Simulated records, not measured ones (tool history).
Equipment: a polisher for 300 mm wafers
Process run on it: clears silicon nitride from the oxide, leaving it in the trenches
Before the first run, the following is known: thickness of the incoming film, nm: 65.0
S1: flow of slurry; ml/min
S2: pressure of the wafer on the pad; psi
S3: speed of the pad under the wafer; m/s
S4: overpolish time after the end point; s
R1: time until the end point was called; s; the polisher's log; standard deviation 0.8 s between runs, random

run    day   S1   S2    S3  S4      R1
  1      0  300    2  1.22   4  103.33
  2  0.171  300  2.2  1.22   4  94.902
  3    0.5  335  2.2  1.22   4  93.223
  4  0.808  335  2.3  1.22   4  90.729
  5  1.125  335  2.4  1.22   4   88.45
  6  1.438  335  2.4  1.22   4  89.134

Run 7 is up next; what results do you expect?
     1.629  -- worn pad replaced by a new one
  7  1.629  335  2.5  1.22   4   ?

R1: 80.183 s

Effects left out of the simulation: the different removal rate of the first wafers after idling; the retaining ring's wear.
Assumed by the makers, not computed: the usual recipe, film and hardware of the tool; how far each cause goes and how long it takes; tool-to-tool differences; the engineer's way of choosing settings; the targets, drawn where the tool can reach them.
